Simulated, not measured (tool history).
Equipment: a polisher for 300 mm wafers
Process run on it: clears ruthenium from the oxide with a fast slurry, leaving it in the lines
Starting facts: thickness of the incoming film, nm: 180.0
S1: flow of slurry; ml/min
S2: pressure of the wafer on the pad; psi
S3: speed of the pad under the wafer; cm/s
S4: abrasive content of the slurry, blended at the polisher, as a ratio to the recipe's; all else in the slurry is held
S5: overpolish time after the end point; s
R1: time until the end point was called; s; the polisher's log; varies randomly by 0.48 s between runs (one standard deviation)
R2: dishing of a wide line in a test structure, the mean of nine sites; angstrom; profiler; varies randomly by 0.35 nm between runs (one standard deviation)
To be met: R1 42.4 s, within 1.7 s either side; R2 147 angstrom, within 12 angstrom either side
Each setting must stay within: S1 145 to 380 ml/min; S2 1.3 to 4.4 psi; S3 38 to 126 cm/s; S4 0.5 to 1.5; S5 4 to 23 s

run    day   S1   S2   S3    S4  S5      R1      R2
  1      0  245  2.8   82     1  12  60.315   284.3
  2  0.096  245  2.9   82     1  11  58.072  285.17
  3  0.321  300  2.9   82     1  11  57.185  280.89
  4  0.554  340  2.9   82     1  11  55.704  290.86
  5  0.879  380  2.9   82     1  11   55.33   293.8
  6  1.004  355    3   82     1  10  54.249  273.06
  7  1.062  340  3.1   82     1   9  53.915   258.3
  8  1.117  330  3.1   84     1   8  51.809  234.18
  9  1.246  310  3.2   86  0.95   8  50.428   233.6
 10  1.621  300  3.3   86   0.9   8  49.835  227.85
 11  1.817  300  3.4   86  0.85   8  50.105   232.7
 12  2.121  285  3.5   88   0.8   8   48.81  245.98
 13  2.367  270  3.5   88  0.85   8  48.653  244.45
 14  2.596  270  3.5   88  0.85   8  48.011  243.15
 15  2.754  255  3.6   88   0.8   8   48.82  255.24
 16  3.071  270  3.5   92   0.8   8  47.428  242.35
 17  3.379  340  3.1  114  0.55   4  51.056   116.9
 18  3.446  340  3.2  114  0.55   4   50.32  125.87
 19   3.75  345  3.5  118   0.5   4  46.124  134.34
 20  3.879  345  3.6  120   0.5   4  45.396  143.54
 21  4.046  350  3.6  120   0.5   4  44.781  134.27
 22  4.396  350  3.8  120   0.5   5  41.968  178.96

5 next moves are on the table. One of them brings every result within its allowed miss. Which?
  A  4.746  355  3.6  120  0.55   5   ?   ?
  B  4.746  360  3.2  116   0.8   5   ?   ?
  C  4.746  325    4  104   0.5   5   ?   ?
  D  4.746  310  3.7  126   0.5   4   ?   ?
  E  4.746  345  3.9  126  0.55   4   ?   ?

move      R1      R2
   A  42.579  176.94
   B  41.748  180.23
   C  45.509  166.23
   D  41.988   145.3
   E  37.865   160.2
A: moves toward the targets from the last run without getting all of them in spec
B: no better and no worse than the last run
C: moves toward the targets from the last run without getting all of them in spec
D: all results land within tolerance of their targets
E: no better and no worse than the last run
D meets every target.

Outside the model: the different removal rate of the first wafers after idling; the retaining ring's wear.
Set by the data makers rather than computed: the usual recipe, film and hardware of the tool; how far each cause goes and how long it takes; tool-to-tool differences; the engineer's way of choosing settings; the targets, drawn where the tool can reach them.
